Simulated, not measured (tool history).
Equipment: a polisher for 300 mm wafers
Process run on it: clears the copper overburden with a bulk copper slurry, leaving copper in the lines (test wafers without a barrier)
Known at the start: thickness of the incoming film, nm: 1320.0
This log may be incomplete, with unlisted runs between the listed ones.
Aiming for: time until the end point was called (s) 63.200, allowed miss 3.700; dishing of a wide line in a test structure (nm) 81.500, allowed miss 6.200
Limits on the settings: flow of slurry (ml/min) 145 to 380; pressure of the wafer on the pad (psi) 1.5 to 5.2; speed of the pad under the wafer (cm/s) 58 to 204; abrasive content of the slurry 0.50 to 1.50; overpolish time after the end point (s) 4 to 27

| run | hour | flow of slurry (ml/min) | pressure of the wafer on the pad (psi) | speed of the pad under the wafer (cm/s) | abrasive content of the slurry | overpolish time after the end point (s) | time until the end point was called (s) | dishing of a wide line in a test structure (nm) |
|---|---|---|---|---|---|---|---|---|
| 1 | 0.0 | 245 | 3.3 | 130 | 1.00 | 14 | 122.320 | 66.077 |
| 2 | 6.7 | 245 | 3.3 | 118 | 1.00 | 14 | 132.450 | 61.245 |
| 3 | 14.5 | 245 | 3.3 | 118 | 0.80 | 14 | 140.650 | 60.028 |
| 4 | 21.6 | 245 | 3.5 | 122 | 0.80 | 14 | 126.160 | 63.241 |
| 5 | 24.8 | 245 | 3.7 | 124 | 0.80 | 14 | 121.480 | 64.902 |
| 6 | 27.8 | 245 | 3.9 | 130 | 0.80 | 13 | 110.850 | 62.969 |
| 7 | 34.6 | 245 | 4.1 | 134 | 0.80 | 13 | 100.360 | 66.351 |
| 8 | 38.2 | 245 | 4.2 | 138 | 0.80 | 13 | 97.338 | 70.172 |
| 9 | 39.9 | 245 | 4.3 | 142 | 0.80 | 13 | 91.313 | 70.803 |
| 10 | 43.1 | 245 | 4.4 | 144 | 0.80 | 13 | 88.667 | 70.902 |
| 11 | 44.2 | 245 | 4.5 | 146 | 0.80 | 13 | 85.543 | 69.048 |
|  | 47.0 | slurry blender recalibrated |
| 12 | 47.0 | 250 | 5.2 | 162 | 0.80 | 17 | 58.726 | 81.662 |

Which one of the following 5 next-run settings gets every result inside its allowed miss? There is exactly one.
| A | 49.8 | 285 | 5.2 | 198 | 0.60 | 14 | ? | ? |
| B | 49.8 | 205 | 4.5 | 152 | 0.80 | 24 | ? | ? |
| C | 49.8 | 290 | 4.9 | 144 | 0.80 | 10 | ? | ? |
| D | 49.8 | 230 | 5.0 | 160 | 0.75 | 17 | ? | ? |
| E | 49.8 | 165 | 4.5 | 152 | 1.00 | 25 | ? | ? |

| move | time until the end point was called (s) | dishing of a wide line in a test structure (nm) |
|---|---|---|
| A | 53.108 | 79.715 |
| B | 73.900 | 79.449 |
| C | 69.188 | 69.953 |
| D | 63.985 | 79.389 |
| E | 70.711 | 79.751 |
A: misses by more than the last run did
B: takes the result that was furthest off past its target
C: takes the result that was furthest off past its target
D: hits every target within its allowed miss
E: takes the result that was furthest off past its target
Move D is the one to make.
